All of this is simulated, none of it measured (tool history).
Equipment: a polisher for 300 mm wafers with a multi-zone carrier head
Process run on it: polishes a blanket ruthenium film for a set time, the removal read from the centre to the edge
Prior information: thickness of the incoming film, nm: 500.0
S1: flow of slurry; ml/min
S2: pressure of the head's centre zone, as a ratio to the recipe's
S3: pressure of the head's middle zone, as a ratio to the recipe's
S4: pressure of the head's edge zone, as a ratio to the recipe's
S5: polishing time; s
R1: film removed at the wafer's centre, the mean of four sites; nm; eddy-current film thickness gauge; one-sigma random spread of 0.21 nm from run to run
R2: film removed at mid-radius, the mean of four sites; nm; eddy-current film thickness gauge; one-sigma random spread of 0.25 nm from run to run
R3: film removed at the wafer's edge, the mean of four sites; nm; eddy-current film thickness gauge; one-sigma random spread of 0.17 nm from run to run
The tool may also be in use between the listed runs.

{"run": 1, "day": 0.0, "S1": 220, "S2": 1, "S3": 1, "S4": 1, "S5": 48, "R1": 25.109, "R2": 25.827, "R3": 25.516}
{"run": 2, "day": 0.075, "S1": 190, "S2": 1, "S3": 1, "S4": 1, "S5": 48, "R1": 24.586, "R2": 25.621, "R3": 24.819}
{"run": 3, "day": 0.267, "S1": 185, "S2": 1, "S3": 1, "S4": 0.99, "S5": 46, "R1": 23.637, "R2": 23.955, "R3": 23.717}
{"run": 4, "day": 0.425, "S1": 185, "S2": 1, "S3": 1.01, "S4": 0.98, "S5": 44, "R1": 22.603, "R2": 23.061, "R3": 22.451}
{"run": 5, "day": 0.629, "S1": 185, "S2": 1, "S3": 1.1, "S4": 0.98, "S5": 44, "R1": 22.377, "R2": 24.05, "R3": 22.137}
{"run": 6, "day": 0.938, "S1": 185, "S2": 1, "S3": 1.1, "S4": 0.97, "S5": 43, "R1": 21.46, "R2": 23.768, "R3": 21.463}
{"run": 7, "day": 1.092, "S1": 185, "S2": 1, "S3": 1.1, "S4": 0.96, "S5": 42, "R1": 21.038, "R2": 24.067, "R3": 21.077}

Forecast run 8:
{"run": 8, "day": 1.267, "S1": 185, "S2": 1.03, "S3": 1.01, "S4": 0.92, "S5": 28, "R1": "?", "R2": "?", "R3": "?"}

Run 8 produced R1 14.383 nm, R2 14.419 nm, R3 13.806 nm.

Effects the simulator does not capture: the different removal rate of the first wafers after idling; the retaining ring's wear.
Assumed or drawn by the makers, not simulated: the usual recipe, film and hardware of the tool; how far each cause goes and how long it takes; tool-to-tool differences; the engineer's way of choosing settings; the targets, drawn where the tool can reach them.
